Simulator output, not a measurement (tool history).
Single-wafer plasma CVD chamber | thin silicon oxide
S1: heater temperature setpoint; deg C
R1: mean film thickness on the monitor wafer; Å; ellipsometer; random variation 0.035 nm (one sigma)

{"run": 1, "day": 0.0, "S1": 425, "chamber pressure (mTorr)": 858, "RF power (W)": 315, "deposition time (s)": 6.78, "R1": 129.16}
{"run": 2, "day": 0.088, "S1": 425, "chamber pressure (mTorr)": 986, "RF power (W)": 315, "deposition time (s)": 6.78, "R1": 146.21}
{"run": 3, "day": 0.242, "S1": 418, "chamber pressure (mTorr)": 986, "RF power (W)": 315, "deposition time (s)": 6.78, "R1": 146.9}
{"run": 4, "day": 0.467, "S1": 418, "chamber pressure (mTorr)": 986, "RF power (W)": 295, "deposition time (s)": 6.78, "R1": 144.36}
{"run": 5, "day": 0.808, "S1": 418, "chamber pressure (mTorr)": 1067, "RF power (W)": 295, "deposition time (s)": 6.78, "R1": 153.59}
{"run": 6, "day": 0.85, "S1": 418, "chamber pressure (mTorr)": 1067, "RF power (W)": 320, "deposition time (s)": 6.78, "R1": 158.24}
{"run": 7, "day": 0.996, "S1": 418, "chamber pressure (mTorr)": 1003, "RF power (W)": 320, "deposition time (s)": 6.78, "R1": 149.7}

The next listed run, before its measurement:
{"run": 8, "day": 1.1, "S1": 418, "chamber pressure (mTorr)": 948, "RF power (W)": 320, "deposition time (s)": 6.78, "R1": "?"}

{"run 8": {"R1": 144.57}}

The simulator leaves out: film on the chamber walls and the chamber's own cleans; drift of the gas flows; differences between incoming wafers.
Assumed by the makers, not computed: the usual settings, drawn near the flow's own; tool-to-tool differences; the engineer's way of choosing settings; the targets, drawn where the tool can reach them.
